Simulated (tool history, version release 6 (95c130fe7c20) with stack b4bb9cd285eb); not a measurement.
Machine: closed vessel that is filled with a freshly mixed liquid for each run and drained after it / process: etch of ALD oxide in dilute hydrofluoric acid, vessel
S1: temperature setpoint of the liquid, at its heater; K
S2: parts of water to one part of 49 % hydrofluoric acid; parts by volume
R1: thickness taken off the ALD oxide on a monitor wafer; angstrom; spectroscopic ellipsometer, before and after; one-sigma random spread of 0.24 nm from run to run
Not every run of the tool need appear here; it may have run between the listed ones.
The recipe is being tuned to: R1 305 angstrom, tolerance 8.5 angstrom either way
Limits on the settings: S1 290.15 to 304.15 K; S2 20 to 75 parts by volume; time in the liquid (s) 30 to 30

Run 1, hour 0: S1 296.15 K, S2 45 parts by volume, time in the liquid (s) 30. Result: R1 131.16 angstrom.
Run 2, hour 5.8: S1 299.15 K, S2 45 parts by volume, time in the liquid (s) 30. Result: R1 151.56 angstrom.
Run 3, hour 13.2: S1 299.15 K, S2 55 parts by volume, time in the liquid (s) 30. Result: R1 123.83 angstrom.
Run 4, hour 21: S1 299.15 K, S2 55 parts by volume, time in the liquid (s) 30. Result: R1 123.73 angstrom.
Run 5, hour 22.4: S1 299.15 K, S2 55 parts by volume, time in the liquid (s) 30. Result: R1 123.28 angstrom.
Run 6, hour 31.3: S1 299.65 K, S2 50 parts by volume, time in the liquid (s) 30. Result: R1 138.22 angstrom.
Run 7, hour 37.1: S1 300.15 K, S2 45 parts by volume, time in the liquid (s) 30. Result: R1 158.97 angstrom.
Run 8, hour 38.8: S1 300.65 K, S2 40 parts by volume, time in the liquid (s) 30. Result: R1 184.48 angstrom.
Run 9, hour 46.4: S1 301.15 K, S2 40 parts by volume, time in the liquid (s) 30. Result: R1 184.89 angstrom.
Run 10, hour 52.7: S1 301.65 K, S2 40 parts by volume, time in the liquid (s) 30. Result: R1 189.87 angstrom.
Run 11, hour 53.6: S1 302.15 K, S2 40 parts by volume, time in the liquid (s) 30. Result: R1 196.92 angstrom.
Run 12, hour 61.5: S1 303.15 K, S2 30 parts by volume, time in the liquid (s) 30. Result: R1 271.94 angstrom.
Run 13, hour 67.1: S1 303.65 K, S2 30 parts by volume, time in the liquid (s) 30. Result: R1 277.67 angstrom.
Run 14, hour 71.5: S1 304.15 K, S2 30 parts by volume, time in the liquid (s) 30. Result: R1 286.82 angstrom.
Run 15, hour 78: S1 304.15 K, S2 30 parts by volume, time in the liquid (s) 30. Result: R1 286.21 angstrom.
At hour 82.2: thermometer replaced.
Run 16, hour 82.2: S1 304.15 K, S2 25 parts by volume, time in the liquid (s) 30. Result: R1 376.3 angstrom.
Run 17, hour 85: S1 303.15 K, S2 25 parts by volume, time in the liquid (s) 30. Result: R1 363.39 angstrom.

Exercise: of the 4 proposed moves below, exactly one satisfies all targets within the stated allowed misses. Which move is it?
Run A, hour 87.8: S1 303.15 K, S2 20 parts by volume, time in the liquid (s) 30. Result: R1 ?.
Run B, hour 87.8: S1 304.15 K, S2 25 parts by volume, time in the liquid (s) 30. Result: R1 ?.
Run C, hour 87.8: S1 303.65 K, S2 20 parts by volume, time in the liquid (s) 30. Result: R1 ?.
Run D, hour 87.8: S1 303.65 K, S2 30 parts by volume, time in the liquid (s) 30. Result: R1 ?.

move      R1
   A  456.01
   B  376.67
   C  465.32
   D  305.21
A: moves away from the targets compared with the last run
B: moves away from the targets compared with the last run
C: moves away from the targets compared with the last run
D: every result within its allowed miss
Go with D: it meets all targets.
